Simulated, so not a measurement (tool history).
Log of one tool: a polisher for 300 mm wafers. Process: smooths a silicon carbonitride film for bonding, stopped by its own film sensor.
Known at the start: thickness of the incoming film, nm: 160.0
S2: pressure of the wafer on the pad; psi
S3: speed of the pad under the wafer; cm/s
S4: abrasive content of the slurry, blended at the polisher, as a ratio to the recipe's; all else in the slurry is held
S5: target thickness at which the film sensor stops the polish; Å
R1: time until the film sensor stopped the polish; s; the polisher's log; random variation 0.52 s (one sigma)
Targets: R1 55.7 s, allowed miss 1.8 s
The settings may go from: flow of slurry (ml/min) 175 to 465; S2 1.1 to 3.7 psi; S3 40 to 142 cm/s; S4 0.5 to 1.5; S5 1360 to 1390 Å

{"run": 1, "hour": 0.0, "flow of slurry (ml/min)": 295, "S2": 2.4, "S3": 90, "S4": 1, "S5": 1360, "R1": 65.362}
{"run": 2, "hour": 6.8, "flow of slurry (ml/min)": 295, "S2": 2.4, "S3": 90, "S4": 1, "S5": 1360, "R1": 65.626}
{"run": 3, "hour": 8.0, "flow of slurry (ml/min)": 295, "S2": 2.5, "S3": 90, "S4": 1, "S5": 1360, "R1": 63.673}
{"run": 4, "hour": 12.7, "flow of slurry (ml/min)": 295, "S2": 2.6, "S3": 90, "S4": 1, "S5": 1360, "R1": 61.681}
{"run": 5, "hour": 14.0, "flow of slurry (ml/min)": 295, "S2": 2.4, "S3": 90, "S4": 1, "S5": 1360, "R1": 65.726}
{"run": 6, "hour": 16.3, "flow of slurry (ml/min)": 295, "S2": 2.4, "S3": 68, "S4": 1, "S5": 1360, "R1": 76.691}
{"run": 7, "hour": 21.7, "flow of slurry (ml/min)": 295, "S2": 2.5, "S3": 68, "S4": 1, "S5": 1360, "R1": 73.764}
{"run": 8, "hour": 27.9, "flow of slurry (ml/min)": 295, "S2": 2.6, "S3": 68, "S4": 1, "S5": 1360, "R1": 71.445}
{"run": 9, "hour": 28.7, "flow of slurry (ml/min)": 295, "S2": 2.7, "S3": 68, "S4": 1, "S5": 1360, "R1": 70.47}
{"run": 10, "hour": 36.4, "flow of slurry (ml/min)": 295, "S2": 2.8, "S3": 68, "S4": 1, "S5": 1360, "R1": 66.606}
{"run": 11, "hour": 41.1, "flow of slurry (ml/min)": 295, "S2": 2.9, "S3": 68, "S4": 1, "S5": 1360, "R1": 65.442}
{"run": 12, "hour": 44.9, "flow of slurry (ml/min)": 295, "S2": 3, "S3": 68, "S4": 1, "S5": 1360, "R1": 63.689}
{"run": 13, "hour": 49.1, "flow of slurry (ml/min)": 300, "S2": 3.4, "S3": 68, "S4": 1, "S5": 1360, "R1": 58.208}

4 next moves are on the table. One of them brings every result within its allowed miss. Which?
{"run": "A", "hour": 53.3, "flow of slurry (ml/min)": 230, "S2": 3.1, "S3": 52, "S4": 1.25, "S5": 1370, "R1": "?"}
{"run": "B", "hour": 53.3, "flow of slurry (ml/min)": 365, "S2": 3.1, "S3": 68, "S4": 0.95, "S5": 1370, "R1": "?"}
{"run": "C", "hour": 53.3, "flow of slurry (ml/min)": 400, "S2": 3.6, "S3": 52, "S4": 1.05, "S5": 1360, "R1": "?"}
{"run": "D", "hour": 53.3, "flow of slurry (ml/min)": 330, "S2": 3.6, "S3": 60, "S4": 1, "S5": 1370, "R1": "?"}

move=A R1=62.323
move=B R1=59.6
move=C R1=59.27
move=D R1=55.225
A: further off than the last run
B: further off than the last run
C: further off than the last run
D: meets every target
Answer: D

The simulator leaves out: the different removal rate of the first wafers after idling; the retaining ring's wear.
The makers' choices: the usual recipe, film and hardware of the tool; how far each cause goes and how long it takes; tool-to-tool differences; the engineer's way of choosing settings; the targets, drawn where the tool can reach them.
